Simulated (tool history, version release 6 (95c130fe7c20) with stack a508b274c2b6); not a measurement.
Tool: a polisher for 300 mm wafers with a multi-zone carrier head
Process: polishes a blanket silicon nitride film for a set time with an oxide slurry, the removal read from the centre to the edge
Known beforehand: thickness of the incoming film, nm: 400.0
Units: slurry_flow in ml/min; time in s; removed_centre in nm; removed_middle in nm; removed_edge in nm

| run | day | slurry_flow | centre_zone | middle_zone | edge_zone | slurry_solids | time | removed_centre | removed_middle | removed_edge |
|---|---|---|---|---|---|---|---|---|---|---|
| 1 | 0.000 | 150 | 1.00 | 1.00 | 1.00 | 1.00 | 57 | 30.797 | 30.498 | 30.903 |
| 2 | 0.342 | 145 | 0.98 | 0.98 | 0.98 | 0.90 | 57 | 27.829 | 28.269 | 28.894 |
| 3 | 0.404 | 110 | 0.98 | 0.98 | 0.98 | 0.90 | 57 | 26.723 | 27.582 | 27.919 |
| 4 | 0.438 | 110 | 0.97 | 0.96 | 0.96 | 0.85 | 57 | 25.513 | 26.191 | 27.094 |
| 5 | 0.725 | 110 | 0.97 | 0.96 | 0.96 | 1.05 | 57 | 28.816 | 29.101 | 30.163 |
| 6 | 0.842 | 110 | 0.96 | 0.94 | 0.95 | 0.95 | 57 | 27.168 | 27.317 | 28.825 |
| 7 | 0.888 | 110 | 0.95 | 0.93 | 0.95 | 0.85 | 57 | 25.014 | 26.069 | 27.089 |
| 8 | 0.942 | 110 | 0.95 | 0.93 | 0.95 | 0.85 | 57 | 24.746 | 25.541 | 26.554 |
| 9 | 1.217 | 110 | 0.94 | 0.91 | 0.95 | 0.80 | 57 | 23.368 | 23.994 | 25.411 |
| 10 | 1.238 | 110 | 0.93 | 0.90 | 0.94 | 0.75 | 57 | 22.946 | 22.596 | 24.700 |
| 11 | 1.333 | 110 | 0.92 | 0.90 | 0.93 | 0.75 | 57 | 21.977 | 22.585 | 24.321 |
| 12 | 1.629 | 110 | 0.91 | 0.89 | 0.91 | 0.75 | 57 | 21.702 | 22.604 | 24.360 |
| 13 | 1.775 | 110 | 0.91 | 0.88 | 0.90 | 0.75 | 57 | 22.281 | 22.357 | 24.281 |

For run 14, what comes out?
| 14 | 2.079 | 110 | 0.90 | 0.88 | 0.89 | 0.75 | 57 | ? | ? | ? |

removed_centre: 21.281 nm
removed_middle: 22.533 nm
removed_edge: 24.127 nm

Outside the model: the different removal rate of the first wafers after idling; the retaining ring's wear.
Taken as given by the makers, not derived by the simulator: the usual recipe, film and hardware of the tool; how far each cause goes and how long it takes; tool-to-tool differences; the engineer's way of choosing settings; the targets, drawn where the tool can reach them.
